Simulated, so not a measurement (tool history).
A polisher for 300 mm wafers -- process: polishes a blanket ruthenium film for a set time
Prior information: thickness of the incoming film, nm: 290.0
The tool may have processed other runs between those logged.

| run | day | flow of slurry (ml/min) | pressure of the wafer on the pad (kPa) | speed of the pad under the wafer (m/s) | polishing time (s) | film removed (angstrom) |
|---|---|---|---|---|---|---|
| 1 | 0 | 290 | 11.7 | 1.06 | 83 | 1046.7 |
| 2 | 0.342 | 285 | 11 | 1.06 | 83 | 1005.4 |
| 3 | 0.667 | 285 | 11 | 1.32 | 83 | 1243.2 |
| 4 | 0.696 | 280 | 9.7 | 1.32 | 83 | 1133.2 |
| 5 | 0.942 | 280 | 8.3 | 1.3 | 83 | 990.57 |
|  | 1.175 | head pressure recalibrated |
| 6 | 1.175 | 280 | 9.7 | 1.3 | 83 | 1056.7 |
| 7 | 1.538 | 260 | 9 | 1.3 | 83 | 990.25 |
| 8 | 1.825 | 235 | 8.3 | 1.3 | 83 | 919.74 |
| 9 | 1.888 | 220 | 7.6 | 1.3 | 83 | 871.94 |
| 10 | 1.921 | 210 | 7.6 | 1.3 | 83 | 864.66 |
| 11 | 2.225 | 200 | 7.6 | 1.3 | 83 | 865.61 |

For run 12, what comes out?
| 12 | 2.567 | 195 | 6.9 | 1.3 | 83 | ? |

{"run 12": {"film removed (angstrom)": 806.84}}

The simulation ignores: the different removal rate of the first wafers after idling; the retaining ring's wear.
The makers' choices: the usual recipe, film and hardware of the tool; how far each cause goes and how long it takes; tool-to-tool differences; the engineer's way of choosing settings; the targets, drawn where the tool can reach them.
